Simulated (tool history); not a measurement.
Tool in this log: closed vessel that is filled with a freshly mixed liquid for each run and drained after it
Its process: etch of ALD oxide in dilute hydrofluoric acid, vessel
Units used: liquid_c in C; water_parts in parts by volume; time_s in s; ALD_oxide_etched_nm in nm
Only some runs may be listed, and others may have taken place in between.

run	hour	liquid_c	water_parts	time_s	ALD_oxide_etched_nm
1	0.0	21.0	105	30	4.1928
2	8.0	21.0	125	30	3.3916
3	16.4	22.0	115	30	3.9254
4	23.1	23.0	105	30	4.4691
5	28.9	23.0	80	30	6.1181
6	30.3	24.0	75	30	6.7620
# hour 32.7: thermometer replaced
7	32.7	28.0	60	30	10.7930

Forecast run 8:
8	35.3	27.5	60	30	?

{"run 8": {"ALD_oxide_etched_nm": 10.437}}
